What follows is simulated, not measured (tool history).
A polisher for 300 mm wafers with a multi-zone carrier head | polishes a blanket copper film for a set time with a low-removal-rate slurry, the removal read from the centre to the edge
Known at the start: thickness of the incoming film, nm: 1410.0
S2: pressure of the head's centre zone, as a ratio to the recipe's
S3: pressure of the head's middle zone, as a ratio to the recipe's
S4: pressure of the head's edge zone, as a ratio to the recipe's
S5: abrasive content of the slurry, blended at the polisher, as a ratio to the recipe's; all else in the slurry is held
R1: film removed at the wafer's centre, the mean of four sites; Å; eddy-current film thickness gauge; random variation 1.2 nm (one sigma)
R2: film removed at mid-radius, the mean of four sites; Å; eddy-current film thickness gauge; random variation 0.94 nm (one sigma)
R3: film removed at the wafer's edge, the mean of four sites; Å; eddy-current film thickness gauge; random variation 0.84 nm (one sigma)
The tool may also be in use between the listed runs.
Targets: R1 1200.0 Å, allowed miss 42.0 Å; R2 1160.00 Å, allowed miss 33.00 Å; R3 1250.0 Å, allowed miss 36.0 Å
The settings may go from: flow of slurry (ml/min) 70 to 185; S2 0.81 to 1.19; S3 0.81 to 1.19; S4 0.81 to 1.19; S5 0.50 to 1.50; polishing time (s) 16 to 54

{"run": 1, "hour": 0.0, "flow of slurry (ml/min)": 120, "S2": 1.0, "S3": 1.0, "S4": 1.0, "S5": 1.0, "polishing time (s)": 35, "R1": 1016.7, "R2": 1042.4, "R3": 1039.8}
{"run": 2, "hour": 5.3, "flow of slurry (ml/min)": 120, "S2": 1.0, "S3": 1.03, "S4": 1.0, "S5": 1.0, "polishing time (s)": 35, "R1": 1019.9, "R2": 1061.9, "R3": 1044.4}
{"run": 3, "hour": 11.3, "flow of slurry (ml/min)": 125, "S2": 1.0, "S3": 1.03, "S4": 1.02, "S5": 1.0, "polishing time (s)": 35, "R1": 1032.0, "R2": 1095.5, "R3": 1067.7}
{"run": 4, "hour": 13.6, "flow of slurry (ml/min)": 125, "S2": 1.0, "S3": 0.98, "S4": 1.02, "S5": 1.0, "polishing time (s)": 35, "R1": 1037.3, "R2": 1037.6, "R3": 1071.8}
{"run": 5, "hour": 15.2, "flow of slurry (ml/min)": 125, "S2": 1.0, "S3": 0.9, "S4": 1.02, "S5": 1.0, "polishing time (s)": 35, "R1": 1025.1, "R2": 975.95, "R3": 1059.5}
{"run": 6, "hour": 20.7, "flow of slurry (ml/min)": 130, "S2": 1.0, "S3": 0.91, "S4": 1.03, "S5": 1.0, "polishing time (s)": 35, "R1": 1073.1, "R2": 989.42, "R3": 1073.1}
{"run": 7, "hour": 28.1, "flow of slurry (ml/min)": 160, "S2": 0.9, "S3": 1.0, "S4": 1.13, "S5": 1.15, "polishing time (s)": 35, "R1": 1049.3, "R2": 1133.5, "R3": 1193.8}
{"run": 8, "hour": 30.0, "flow of slurry (ml/min)": 160, "S2": 0.91, "S3": 1.0, "S4": 1.13, "S5": 1.15, "polishing time (s)": 35, "R1": 1051.5, "R2": 1126.7, "R3": 1205.4}

5 next moves are on the table. One of them brings every result within its allowed miss. Which?
{"run": "A", "hour": 31.9, "flow of slurry (ml/min)": 180, "S2": 0.97, "S3": 0.94, "S4": 1.08, "S5": 1.1, "polishing time (s)": 37, "R1": "?", "R2": "?", "R3": "?"}
{"run": "B", "hour": 31.9, "flow of slurry (ml/min)": 160, "S2": 0.88, "S3": 0.99, "S4": 1.19, "S5": 1.1, "polishing time (s)": 38, "R1": "?", "R2": "?", "R3": "?"}
{"run": "C", "hour": 31.9, "flow of slurry (ml/min)": 180, "S2": 0.93, "S3": 0.95, "S4": 1.1, "S5": 1.5, "polishing time (s)": 37, "R1": "?", "R2": "?", "R3": "?"}
{"run": "D", "hour": 31.9, "flow of slurry (ml/min)": 180, "S2": 0.96, "S3": 1.02, "S4": 0.95, "S5": 1.4, "polishing time (s)": 36, "R1": "?", "R2": "?", "R3": "?"}
{"run": "E", "hour": 31.9, "flow of slurry (ml/min)": 175, "S2": 0.84, "S3": 0.97, "S4": 1.19, "S5": 1.5, "polishing time (s)": 37, "R1": "?", "R2": "?", "R3": "?"}

move=A R1=1170.3 R2=1169.60 R3=1254.7
move=B R1=1097.5 R2=1229.20 R3=1333.2
move=C R1=1188.0 R2=1233.90 R3=1323.9
move=D R1=1170.3 R2=1261.60 R3=1185.6
move=E R1=1101.9 R2=1250.10 R3=1373.5
A: meets every target
B: nearer than the last run, and not there yet
C: brings the result that was furthest off to its target, and leaves another outside
D: brings the result that was furthest off to its target, and leaves another outside
E: as far off as the last run
Answer: A

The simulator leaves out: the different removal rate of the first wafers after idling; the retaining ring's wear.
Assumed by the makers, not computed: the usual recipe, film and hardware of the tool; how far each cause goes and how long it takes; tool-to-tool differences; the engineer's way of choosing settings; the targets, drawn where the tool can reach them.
